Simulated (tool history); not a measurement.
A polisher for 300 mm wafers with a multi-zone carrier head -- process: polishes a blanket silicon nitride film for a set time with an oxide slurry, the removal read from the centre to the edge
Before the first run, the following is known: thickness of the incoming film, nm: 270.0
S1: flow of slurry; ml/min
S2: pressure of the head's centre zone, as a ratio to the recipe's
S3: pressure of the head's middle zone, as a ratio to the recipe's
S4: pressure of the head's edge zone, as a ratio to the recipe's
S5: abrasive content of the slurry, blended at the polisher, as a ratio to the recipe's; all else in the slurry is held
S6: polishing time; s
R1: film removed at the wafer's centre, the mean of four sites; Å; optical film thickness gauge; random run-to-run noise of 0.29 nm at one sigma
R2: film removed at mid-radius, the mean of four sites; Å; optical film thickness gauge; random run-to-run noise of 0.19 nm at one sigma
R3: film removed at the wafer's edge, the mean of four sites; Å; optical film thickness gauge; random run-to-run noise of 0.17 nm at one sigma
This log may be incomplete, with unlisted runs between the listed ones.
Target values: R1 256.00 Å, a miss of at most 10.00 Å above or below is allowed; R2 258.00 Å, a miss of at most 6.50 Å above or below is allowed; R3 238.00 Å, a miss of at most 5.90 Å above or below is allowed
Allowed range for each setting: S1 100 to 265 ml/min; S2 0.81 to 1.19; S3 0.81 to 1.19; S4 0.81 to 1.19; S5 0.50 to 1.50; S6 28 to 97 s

{"run": 1, "hour": 0.0, "S1": 170, "S2": 1.0, "S3": 1.0, "S4": 1.0, "S5": 1.0, "S6": 62, "R1": 274.54, "R2": 281.61, "R3": 280.89}
{"run": 2, "hour": 2.5, "S1": 170, "S2": 1.0, "S3": 1.0, "S4": 1.0, "S5": 1.1, "S6": 62, "R1": 293.19, "R2": 295.73, "R3": 296.21}
{"run": 3, "hour": 3.6, "S1": 140, "S2": 1.0, "S3": 1.0, "S4": 1.0, "S5": 1.1, "S6": 62, "R1": 281.02, "R2": 289.15, "R3": 292.51}
{"run": 4, "hour": 6.8, "S1": 145, "S2": 1.01, "S3": 1.0, "S4": 0.96, "S5": 1.05, "S6": 62, "R1": 276.35, "R2": 280.59, "R3": 280.41}
{"run": 5, "hour": 10.0, "S1": 145, "S2": 1.01, "S3": 1.0, "S4": 0.9, "S5": 1.05, "S6": 62, "R1": 280.08, "R2": 277.29, "R3": 271.76}
{"run": 6, "hour": 10.6, "S1": 145, "S2": 1.01, "S3": 1.01, "S4": 0.88, "S5": 1.0, "S6": 62, "R1": 268.85, "R2": 274.37, "R3": 264.02}
{"run": 7, "hour": 14.0, "S1": 145, "S2": 1.02, "S3": 1.01, "S4": 0.86, "S5": 0.95, "S6": 62, "R1": 264.37, "R2": 264.52, "R3": 253.78}
{"run": 8, "hour": 20.2, "S1": 115, "S2": 1.03, "S3": 1.04, "S4": 0.81, "S5": 0.9, "S6": 62, "R1": 241.75, "R2": 248.37, "R3": 231.01}

Consider the 5 candidate settings below. Which is the only one whose results all fall within their allowed miss of target?
{"run": "A", "hour": 26.4, "S1": 130, "S2": 1.06, "S3": 0.99, "S4": 0.84, "S5": 0.95, "S6": 59, "R1": "?", "R2": "?", "R3": "?"}
{"run": "B", "hour": 26.4, "S1": 140, "S2": 1.03, "S3": 1.03, "S4": 0.81, "S5": 1.1, "S6": 54, "R1": "?", "R2": "?", "R3": "?"}
{"run": "C", "hour": 26.4, "S1": 125, "S2": 1.07, "S3": 1.0, "S4": 0.88, "S5": 0.7, "S6": 75, "R1": "?", "R2": "?", "R3": "?"}
{"run": "D", "hour": 26.4, "S1": 165, "S2": 1.18, "S3": 1.11, "S4": 0.81, "S5": 0.95, "S6": 55, "R1": "?", "R2": "?", "R3": "?"}
{"run": "E", "hour": 26.4, "S1": 110, "S2": 1.07, "S3": 1.0, "S4": 0.83, "S5": 0.85, "S6": 65, "R1": "?", "R2": "?", "R3": "?"}

move=A R1=253.84 R2=248.98 R3=235.67
move=B R1=250.65 R2=260.15 R3=235.48
move=C R1=251.81 R2=246.67 R3=235.67
move=D R1=275.09 R2=262.16 R3=222.77
move=E R1=252.06 R2=247.68 R3=233.86
A: nearer the targets than the last run, but a result is still out of spec
B: in spec on every target
C: its largest miss is bigger than the last run's
D: brings the result that was furthest off to its target, and leaves another outside
E: its largest miss is bigger than the last run's
Move B is the one to make.

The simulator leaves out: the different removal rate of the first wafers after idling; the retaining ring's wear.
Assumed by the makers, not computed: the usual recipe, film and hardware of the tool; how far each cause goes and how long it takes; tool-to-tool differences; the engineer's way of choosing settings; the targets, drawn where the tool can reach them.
